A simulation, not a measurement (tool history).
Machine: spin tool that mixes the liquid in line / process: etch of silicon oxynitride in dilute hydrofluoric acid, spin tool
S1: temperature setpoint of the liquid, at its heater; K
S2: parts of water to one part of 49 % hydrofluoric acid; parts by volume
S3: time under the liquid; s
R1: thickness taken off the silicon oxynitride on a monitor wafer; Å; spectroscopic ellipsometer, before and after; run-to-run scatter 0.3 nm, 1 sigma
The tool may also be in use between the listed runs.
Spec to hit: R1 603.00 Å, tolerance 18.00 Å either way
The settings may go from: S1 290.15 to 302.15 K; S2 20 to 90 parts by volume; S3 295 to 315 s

| run | hour | S1 | S2 | S3 | R1 |
|---|---|---|---|---|---|
| 1 | 0.0 | 294.15 | 50 | 295 | 329.38 |
| 2 | 8.4 | 295.15 | 50 | 295 | 341.93 |
| 3 | 9.9 | 295.15 | 35 | 295 | 495.37 |
| 4 | 10.7 | 295.65 | 35 | 295 | 504.72 |
| 5 | 14.6 | 295.65 | 50 | 295 | 349.45 |
| 6 | 21.3 | 298.65 | 50 | 295 | 406.06 |
|  | 26.1 | hydrofluoric acid flow meter replaced |
| 7 | 26.1 | 299.15 | 50 | 295 | 370.74 |
| 8 | 33.7 | 299.65 | 45 | 295 | 428.11 |
| 9 | 40.9 | 300.15 | 45 | 295 | 433.96 |
| 10 | 46.7 | 302.15 | 30 | 295 | 724.98 |

Exercise: of the 5 proposed moves below, exactly one satisfies all targets within the stated allowed misses. Which move is it?
| A | 52.5 | 302.15 | 30 | 315 | ? |
| B | 52.5 | 301.65 | 40 | 295 | ? |
| C | 52.5 | 302.15 | 25 | 295 | ? |
| D | 52.5 | 301.65 | 35 | 295 | ? |
| E | 52.5 | 302.15 | 25 | 310 | ? |

| move | R1 |
|---|---|
| A | 777.26 |
| B | 528.40 |
| C | 876.87 |
| D | 606.62 |
| E | 921.45 |
A: lands further from the targets than the last run did
B: moves the result that the last run missed by most past its target, out the other side
C: lands further from the targets than the last run did
D: hits every target within its allowed miss
E: lands further from the targets than the last run did
The move that meets every target is D.
